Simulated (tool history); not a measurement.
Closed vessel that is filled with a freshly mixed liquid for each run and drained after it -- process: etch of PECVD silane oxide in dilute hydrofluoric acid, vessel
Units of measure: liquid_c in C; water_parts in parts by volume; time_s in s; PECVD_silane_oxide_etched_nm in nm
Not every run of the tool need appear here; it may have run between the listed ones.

run,hour,liquid_c,water_parts,time_s,PECVD_silane_oxide_etched_nm
1,0,20,60,190,75.142
2,4.2,20,50,190,89.65
3,10,23.5,50,190,104.96
4,12.9,24,50,190,107.81
5,18.8,27.5,50,190,123.18
6,26.7,26,50,190,116.18
7,27.7,26.5,50,190,120.81
8,36.8,27.5,50,190,125.56

The next listed run, before its measurement:
9,42.4,28,50,190,?

{"run 9": {"PECVD_silane_oxide_etched_nm": 126.39}}
